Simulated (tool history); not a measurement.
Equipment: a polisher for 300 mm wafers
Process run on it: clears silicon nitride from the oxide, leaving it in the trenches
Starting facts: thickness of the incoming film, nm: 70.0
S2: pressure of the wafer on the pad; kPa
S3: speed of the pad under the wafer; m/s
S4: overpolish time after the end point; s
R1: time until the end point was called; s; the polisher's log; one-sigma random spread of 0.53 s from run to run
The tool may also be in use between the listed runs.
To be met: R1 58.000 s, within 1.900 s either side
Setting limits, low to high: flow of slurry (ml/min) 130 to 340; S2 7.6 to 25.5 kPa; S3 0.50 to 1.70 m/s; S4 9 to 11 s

Run 1, hour 0.0: flow of slurry (ml/min) 220, S2 16.5 kPa, S3 1.10 m/s, S4 11 s. Result: R1 85.260 s.
Run 2, hour 5.5: flow of slurry (ml/min) 220, S2 17.9 kPa, S3 1.10 m/s, S4 11 s. Result: R1 80.187 s.
Run 3, hour 8.5: flow of slurry (ml/min) 220, S2 21.4 kPa, S3 1.10 m/s, S4 11 s. Result: R1 69.218 s.
Run 4, hour 14.7: flow of slurry (ml/min) 220, S2 22.1 kPa, S3 1.10 m/s, S4 11 s. Result: R1 67.273 s.
Run 5, hour 22.7: flow of slurry (ml/min) 220, S2 22.8 kPa, S3 1.10 m/s, S4 11 s. Result: R1 65.330 s.
Run 6, hour 26.6: flow of slurry (ml/min) 220, S2 22.8 kPa, S3 1.10 m/s, S4 11 s. Result: R1 66.078 s.
Run 7, hour 34.7: flow of slurry (ml/min) 220, S2 23.4 kPa, S3 1.10 m/s, S4 11 s. Result: R1 63.331 s.
Run 8, hour 41.2: flow of slurry (ml/min) 220, S2 24.1 kPa, S3 1.10 m/s, S4 11 s. Result: R1 63.073 s.

Below are 4 possible settings for the next run. Only one of them brings all results inside the allowed miss of their targets. Which is it?
Run A, hour 47.7: flow of slurry (ml/min) 205, S2 22.8 kPa, S3 1.32 m/s, S4 9 s. Result: R1 ?.
Run B, hour 47.7: flow of slurry (ml/min) 225, S2 24.8 kPa, S3 0.94 m/s, S4 9 s. Result: R1 ?.
Run C, hour 47.7: flow of slurry (ml/min) 265, S2 21.4 kPa, S3 1.06 m/s, S4 9 s. Result: R1 ?.
Run D, hour 47.7: flow of slurry (ml/min) 195, S2 24.1 kPa, S3 1.04 m/s, S4 9 s. Result: R1 ?.

move      R1
   A  57.494
   B  66.410
   C  68.663
   D  64.878
A: meets every target
B: lands further from the targets than the last run did
C: lands further from the targets than the last run did
D: lands further from the targets than the last run did
Answer: A
